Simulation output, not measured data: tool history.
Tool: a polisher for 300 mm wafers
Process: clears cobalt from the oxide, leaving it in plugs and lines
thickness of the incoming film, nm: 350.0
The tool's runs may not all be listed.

run,hour,flow of slurry (ml/min),pressure of the wafer on the pad (kPa),speed of the pad under the wafer (m/s),overpolish time after the end point (s),time until the end point was called (s),dishing of a wide line in a test structure (Å)
1,0,245,14.5,1.26,16,48.348,640.19
2,8.4,245,14.5,1.26,22,48.647,752.88
3,9.1,245,12.4,1.26,22,58.45,698.13
4,13.9,245,11.7,1.22,18,61.108,628.05
5,17.9,245,9,1.22,18,79.735,541.87
6,22.9,245,9,1.22,13,80.191,431.87
7,31.1,240,9,1.26,11,79.113,395.73
8,37.4,240,9,1.28,10,77.475,375.95
9,41.9,235,9,1.3,9,75.776,341.48
10,49.3,225,9,1.3,9,77.202,345.01
11,53.9,215,9,1.3,9,77.149,351.62
12,57,230,9,1.3,5,75.194,210.31
# hour 63.5: slurry nozzle cleaned
13,63.5,215,9,1.34,5,71.992,227
14,68.1,230,9,1.34,6,70.494,264.35
15,74.7,220,9,1.34,7,71.486,303.83
16,80,215,8.3,1.34,7,77.233,277.4

Forecast run 17:
17,88.9,220,8.3,1.34,7,?,?

{"run 17": {"time until the end point was called (s)": 77.16, "dishing of a wide line in a test structure (Å)": 281.39}}
